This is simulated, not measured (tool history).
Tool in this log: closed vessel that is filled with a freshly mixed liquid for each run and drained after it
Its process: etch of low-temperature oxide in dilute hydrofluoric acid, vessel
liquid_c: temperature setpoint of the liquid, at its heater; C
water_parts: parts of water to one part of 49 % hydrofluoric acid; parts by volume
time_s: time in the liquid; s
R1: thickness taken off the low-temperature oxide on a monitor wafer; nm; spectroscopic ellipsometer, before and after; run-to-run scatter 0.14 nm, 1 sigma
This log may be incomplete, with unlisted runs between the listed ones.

run 1 hour=0.0 | liquid_c=24.0 water_parts=40 time_s=35 | R1=12.379
run 2 hour=1.6 | liquid_c=24.0 water_parts=40 time_s=30 | R1=10.659
run 3 hour=6.6 | liquid_c=24.5 water_parts=40 time_s=30 | R1=10.842
run 4 hour=12.7 | liquid_c=25.0 water_parts=40 time_s=30 | R1=11.092
run 5 hour=15.0 | liquid_c=25.0 water_parts=30 time_s=30 | R1=14.791
run 6 hour=22.1 | liquid_c=25.5 water_parts=30 time_s=30 | R1=15.223
run 7 hour=29.1 | liquid_c=26.0 water_parts=30 time_s=30 | R1=15.489
run 8 hour=37.5 | liquid_c=26.5 water_parts=30 time_s=30 | R1=15.860
run 9 hour=44.3 | liquid_c=27.0 water_parts=30 time_s=30 | R1=16.182
run 10 hour=53.1 | liquid_c=27.5 water_parts=30 time_s=30 | R1=16.561
run 11 hour=61.4 | liquid_c=28.0 water_parts=30 time_s=30 | R1=16.798
run 12 hour=65.4 | liquid_c=28.5 water_parts=30 time_s=30 | R1=17.308
run 13 hour=72.9 | liquid_c=29.0 water_parts=30 time_s=30 | R1=17.507

Run 14 has not been measured yet. What should we expect?
run 14 hour=75.2 | liquid_c=29.5 water_parts=30 time_s=30 | R1=?

R1: 18.067 nm
